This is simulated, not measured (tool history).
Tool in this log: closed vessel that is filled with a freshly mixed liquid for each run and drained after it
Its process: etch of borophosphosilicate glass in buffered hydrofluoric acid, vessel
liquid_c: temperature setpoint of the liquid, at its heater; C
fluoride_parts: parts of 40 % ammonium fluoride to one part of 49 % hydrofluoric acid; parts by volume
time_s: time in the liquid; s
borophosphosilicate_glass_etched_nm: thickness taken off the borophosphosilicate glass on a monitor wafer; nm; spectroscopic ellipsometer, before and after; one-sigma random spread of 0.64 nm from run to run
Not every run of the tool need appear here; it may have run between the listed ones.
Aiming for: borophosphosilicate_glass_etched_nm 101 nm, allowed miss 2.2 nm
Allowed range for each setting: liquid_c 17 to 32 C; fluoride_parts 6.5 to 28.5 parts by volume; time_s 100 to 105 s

run  hour  liquid_c  fluoride_parts  time_s  borophosphosilicate_glass_etched_nm
  1     0        24            17.5     100                               79.255
  2   4.4      25.5            17.5     100                               87.072
  3   6.9      25.5              20     100                                76.56
  4  11.2        27              20     100                               82.341
  5  16.2        27              20     100                               82.091
  6  25.3        28              20     100                                86.98
  7  30.1        29              20     100                               92.148
     33.9  -- hydrofluoric acid flow meter replaced
  8  33.9      29.5              20     100                               88.343
  9    39        30            19.5     100                               92.569

Which single option among these 4 for the next run brings every result within its allowed miss of target? Just one does.
  A  44.1        26            14.5     100                                    ?
  B  44.1        31            21.5     105                                    ?
  C  44.1        32            21.5     100                                    ?
  D  44.1        29            20.5     105                                    ?

move  borophosphosilicate_glass_etched_nm
   A                                99.78
   B                               94.514
   C                               94.816
   D                               87.938
A: all results in spec
B: closes in on the targets versus the last run, not all within tolerance yet
C: closes in on the targets versus the last run, not all within tolerance yet
D: further off than the last run
A meets every target.
